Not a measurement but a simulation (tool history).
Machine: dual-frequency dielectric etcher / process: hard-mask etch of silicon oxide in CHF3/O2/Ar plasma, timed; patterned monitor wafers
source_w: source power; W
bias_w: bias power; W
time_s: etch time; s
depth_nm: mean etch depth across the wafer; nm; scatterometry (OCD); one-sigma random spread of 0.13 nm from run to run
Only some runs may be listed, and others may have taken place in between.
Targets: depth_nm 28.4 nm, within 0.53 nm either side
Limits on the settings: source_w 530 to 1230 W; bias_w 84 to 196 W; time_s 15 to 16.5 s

Run 1, hour 0: source_w 880 W, bias_w 140 W, time_s 16.5 s. Result: depth_nm 36.028 nm.
Run 2, hour 8.1: source_w 810 W, bias_w 131 W, time_s 16.5 s. Result: depth_nm 34.32 nm.
Run 3, hour 16.8: source_w 750 W, bias_w 123 W, time_s 16.5 s. Result: depth_nm 33.047 nm.
Run 4, hour 22.5: source_w 750 W, bias_w 123 W, time_s 16.5 s. Result: depth_nm 32.964 nm.
Run 5, hour 27: source_w 750 W, bias_w 106 W, time_s 16.5 s. Result: depth_nm 31.458 nm.
Run 6, hour 33.9: source_w 750 W, bias_w 106 W, time_s 16.5 s. Result: depth_nm 31.293 nm.
Run 7, hour 39.5: source_w 710 W, bias_w 103 W, time_s 16.5 s. Result: depth_nm 30.996 nm.
Run 8, hour 48.4: source_w 680 W, bias_w 99 W, time_s 16.5 s. Result: depth_nm 29.872 nm.

Consider the 5 candidate settings below. Which is the only one whose results all fall within their allowed miss of target?
Run A, hour 57.3: source_w 700 W, bias_w 99 W, time_s 15 s. Result: depth_nm ?.
Run B, hour 57.3: source_w 670 W, bias_w 101 W, time_s 16.5 s. Result: depth_nm ?.
Run C, hour 57.3: source_w 570 W, bias_w 103 W, time_s 16.5 s. Result: depth_nm ?.
Run D, hour 57.3: source_w 700 W, bias_w 103 W, time_s 16 s. Result: depth_nm ?.
Run E, hour 57.3: source_w 620 W, bias_w 115 W, time_s 16 s. Result: depth_nm ?.

move  depth_nm
   A    27.358
   B    29.794
   C    28.319
   D    29.499
   E    29.161
A: carries the result that was furthest off beyond its target, to the other side
B: nearer than the last run, and not there yet
C: in spec on every target
D: nearer than the last run, and not there yet
E: nearer than the last run, and not there yet
So the answer is move C, the one that meets all the targets.

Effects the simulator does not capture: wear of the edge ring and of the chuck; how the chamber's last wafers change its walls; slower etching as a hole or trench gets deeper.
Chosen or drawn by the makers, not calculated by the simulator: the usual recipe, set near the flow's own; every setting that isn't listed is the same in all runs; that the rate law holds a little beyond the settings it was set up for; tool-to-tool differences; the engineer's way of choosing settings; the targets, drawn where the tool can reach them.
